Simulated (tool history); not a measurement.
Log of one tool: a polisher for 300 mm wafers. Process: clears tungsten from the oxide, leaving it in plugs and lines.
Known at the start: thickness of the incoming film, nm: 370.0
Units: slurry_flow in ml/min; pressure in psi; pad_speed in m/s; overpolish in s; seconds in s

Run 1, hour 0: slurry_flow 220 ml/min, pressure 3.5 psi, pad_speed 0.84 m/s, slurry_solids 1, overpolish 7 s. Result: seconds 135.83 s.
Run 2, hour 3.5: slurry_flow 220 ml/min, pressure 3.5 psi, pad_speed 0.84 m/s, slurry_solids 1, overpolish 7 s. Result: seconds 135.18 s.
Run 3, hour 8.3: slurry_flow 220 ml/min, pressure 3.6 psi, pad_speed 0.84 m/s, slurry_solids 1, overpolish 7 s. Result: seconds 134.04 s.
Run 4, hour 12.3: slurry_flow 220 ml/min, pressure 3.6 psi, pad_speed 0.84 m/s, slurry_solids 1, overpolish 5 s. Result: seconds 132.34 s.
Run 5, hour 14.2: slurry_flow 220 ml/min, pressure 3.6 psi, pad_speed 0.84 m/s, slurry_solids 0.9, overpolish 5 s. Result: seconds 136.44 s.
Run 6, hour 19.2: slurry_flow 240 ml/min, pressure 3.6 psi, pad_speed 0.84 m/s, slurry_solids 0.9, overpolish 5 s. Result: seconds 136.15 s.

The next listed run, before its measurement:
Run 7, hour 28.3: slurry_flow 240 ml/min, pressure 3.7 psi, pad_speed 0.84 m/s, slurry_solids 0.9, overpolish 5 s. Result: seconds ?.

seconds: 131.52 s
